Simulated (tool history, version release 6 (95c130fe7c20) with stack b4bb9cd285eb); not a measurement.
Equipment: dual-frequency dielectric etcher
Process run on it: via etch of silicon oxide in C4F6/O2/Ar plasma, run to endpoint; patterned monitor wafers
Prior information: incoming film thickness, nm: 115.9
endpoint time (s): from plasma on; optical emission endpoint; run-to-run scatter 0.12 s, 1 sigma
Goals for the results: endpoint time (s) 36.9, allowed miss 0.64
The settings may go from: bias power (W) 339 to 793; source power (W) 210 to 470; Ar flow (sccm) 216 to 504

run 1 hour=0 | bias_power_(W)=566 source_power_(W)=340 Ar_flow_(sccm)=360 | endpoint_time_(s)=29.705
run 2 hour=1.6 | bias_power_(W)=566 source_power_(W)=300 Ar_flow_(sccm)=360 | endpoint_time_(s)=30.948
run 3 hour=7.7 | bias_power_(W)=529 source_power_(W)=290 Ar_flow_(sccm)=362 | endpoint_time_(s)=32.08
run 4 hour=14.8 | bias_power_(W)=498 source_power_(W)=290 Ar_flow_(sccm)=363 | endpoint_time_(s)=32.976
run 5 hour=20.3 | bias_power_(W)=498 source_power_(W)=290 Ar_flow_(sccm)=320 | endpoint_time_(s)=32.764
run 6 hour=24.9 | bias_power_(W)=472 source_power_(W)=290 Ar_flow_(sccm)=320 | endpoint_time_(s)=33.194
run 7 hour=30.2 | bias_power_(W)=450 source_power_(W)=290 Ar_flow_(sccm)=321 | endpoint_time_(s)=33.886
run 8 hour=34.6 | bias_power_(W)=432 source_power_(W)=290 Ar_flow_(sccm)=321 | endpoint_time_(s)=34.097
run 9 hour=37.1 | bias_power_(W)=339 source_power_(W)=260 Ar_flow_(sccm)=330 | endpoint_time_(s)=38.722
run 10 hour=42.6 | bias_power_(W)=349 source_power_(W)=260 Ar_flow_(sccm)=330 | endpoint_time_(s)=38.564
run 11 hour=47.2 | bias_power_(W)=358 source_power_(W)=260 Ar_flow_(sccm)=330 | endpoint_time_(s)=37.966
run 12 hour=53.5 | bias_power_(W)=364 source_power_(W)=260 Ar_flow_(sccm)=330 | endpoint_time_(s)=37.666

Which one of the following 5 next-run settings gets every result inside its allowed miss? There is exactly one.
run A hour=59.8 | bias_power_(W)=388 source_power_(W)=220 Ar_flow_(sccm)=342 | endpoint_time_(s)=?
run B hour=59.8 | bias_power_(W)=406 source_power_(W)=220 Ar_flow_(sccm)=355 | endpoint_time_(s)=?
run C hour=59.8 | bias_power_(W)=350 source_power_(W)=250 Ar_flow_(sccm)=312 | endpoint_time_(s)=?
run D hour=59.8 | bias_power_(W)=339 source_power_(W)=270 Ar_flow_(sccm)=347 | endpoint_time_(s)=?
run E hour=59.8 | bias_power_(W)=391 source_power_(W)=270 Ar_flow_(sccm)=370 | endpoint_time_(s)=?

move=A endpoint_time_(s)=39.341
move=B endpoint_time_(s)=38.845
move=C endpoint_time_(s)=38.638
move=D endpoint_time_(s)=38.313
move=E endpoint_time_(s)=36.704
A: misses by more than the last run did
B: misses by more than the last run did
C: misses by more than the last run did
D: misses by more than the last run did
E: each result inside its tolerance
So the answer is move E, the one that meets all the targets.
